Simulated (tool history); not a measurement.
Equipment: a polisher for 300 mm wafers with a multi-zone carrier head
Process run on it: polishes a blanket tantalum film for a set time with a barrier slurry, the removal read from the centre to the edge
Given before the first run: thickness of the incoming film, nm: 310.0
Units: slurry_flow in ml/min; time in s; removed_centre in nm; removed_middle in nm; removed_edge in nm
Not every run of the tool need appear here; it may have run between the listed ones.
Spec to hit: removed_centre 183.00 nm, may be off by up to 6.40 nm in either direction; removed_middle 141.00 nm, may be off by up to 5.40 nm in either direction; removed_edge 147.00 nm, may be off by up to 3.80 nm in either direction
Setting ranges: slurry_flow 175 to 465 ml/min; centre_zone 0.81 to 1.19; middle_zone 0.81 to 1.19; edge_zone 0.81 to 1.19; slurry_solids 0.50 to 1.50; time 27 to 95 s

run 1 hour=0.0 | slurry_flow=295 centre_zone=1.00 middle_zone=1.00 edge_zone=1.00 slurry_solids=1.00 time=61 | removed_centre=116.86 removed_middle=114.68 removed_edge=112.92
run 2 hour=3.1 | slurry_flow=295 centre_zone=1.05 middle_zone=1.00 edge_zone=1.00 slurry_solids=1.00 time=61 | removed_centre=121.82 removed_middle=112.95 removed_edge=111.06
run 3 hour=5.5 | slurry_flow=295 centre_zone=1.09 middle_zone=1.00 edge_zone=1.00 slurry_solids=1.00 time=61 | removed_centre=126.66 removed_middle=114.28 removed_edge=113.02
run 4 hour=8.1 | slurry_flow=295 centre_zone=1.09 middle_zone=0.92 edge_zone=1.00 slurry_solids=1.00 time=61 | removed_centre=128.67 removed_middle=104.63 removed_edge=111.70
run 5 hour=8.9 | slurry_flow=365 centre_zone=1.09 middle_zone=0.92 edge_zone=1.00 slurry_solids=1.00 time=61 | removed_centre=130.62 removed_middle=109.30 removed_edge=114.26
-- hour=10.0 worn pad replaced by a new one
run 6 hour=10.0 | slurry_flow=400 centre_zone=1.09 middle_zone=0.92 edge_zone=1.00 slurry_solids=1.00 time=61 | removed_centre=143.36 removed_middle=117.90 removed_edge=125.64
run 7 hour=15.4 | slurry_flow=415 centre_zone=1.11 middle_zone=0.93 edge_zone=1.00 slurry_solids=1.05 time=61 | removed_centre=149.96 removed_middle=120.09 removed_edge=127.50
run 8 hour=21.3 | slurry_flow=430 centre_zone=1.19 middle_zone=1.02 edge_zone=1.08 slurry_solids=1.30 time=62 | removed_centre=173.60 removed_middle=141.72 removed_edge=144.76

Below are 4 possible settings for the next run. Only one of them brings all results inside the allowed miss of their targets. Which is it?
run A hour=27.2 | slurry_flow=405 centre_zone=1.15 middle_zone=1.03 edge_zone=1.09 slurry_solids=1.30 time=69 | removed_centre=? removed_middle=? removed_edge=?
run B hour=27.2 | slurry_flow=415 centre_zone=1.19 middle_zone=0.89 edge_zone=1.04 slurry_solids=1.45 time=64 | removed_centre=? removed_middle=? removed_edge=?
run C hour=27.2 | slurry_flow=425 centre_zone=1.17 middle_zone=0.94 edge_zone=1.00 slurry_solids=1.45 time=65 | removed_centre=? removed_middle=? removed_edge=?
run D hour=27.2 | slurry_flow=440 centre_zone=1.15 middle_zone=1.07 edge_zone=1.09 slurry_solids=1.30 time=63 | removed_centre=? removed_middle=? removed_edge=?

move=A removed_centre=185.09 removed_middle=158.78 removed_edge=160.35
move=B removed_centre=182.47 removed_middle=133.90 removed_edge=149.55
move=C removed_centre=182.60 removed_middle=142.59 removed_edge=149.11
move=D removed_centre=170.16 removed_middle=150.66 removed_edge=147.02
A: the furthest-off result lands on target, but another misses its tolerance
B: the furthest-off result lands on target, but another misses its tolerance
C: each result inside its tolerance
D: misses by more than the last run did
Correct choice: C, which meets every target
